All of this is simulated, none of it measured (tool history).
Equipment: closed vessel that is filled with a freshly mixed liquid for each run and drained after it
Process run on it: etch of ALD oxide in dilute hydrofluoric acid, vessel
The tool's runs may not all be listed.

run  hour  temperature setpoint of the liquid (C)  parts of water to one part of 49 % hydrofluoric acid (parts by volume)  time in the liquid (s)  thickness taken off the ALD oxide on a monitor wafer (angstrom)
  1     0                                      21                                                                      55                      90                                                           202.64
  2     7                                      21                                                                      40                      90                                                           285.62
  3  15.1                                      21                                                                      40                     100                                                           312.86
  4  20.4                                    22.5                                                                      40                     100                                                           334.27
  5  25.3                                    22.5                                                                      50                     100                                                           264.57
  6  27.6                                    21.5                                                                      55                     100                                                           228.74
     34.5  -- hydrofluoric acid flow meter replaced
  7  34.5                                    20.5                                                                      60                     100                                                           180.29
  8  37.8                                    19.5                                                                      60                     100                                                           172.07

Run 9 is up next; what results do you expect?
  9  39.9                                    19.5                                                                      60                     100                                                                ?

{"run 9": {"thickness taken off the ALD oxide on a monitor wafer (angstrom)": 170.3}}
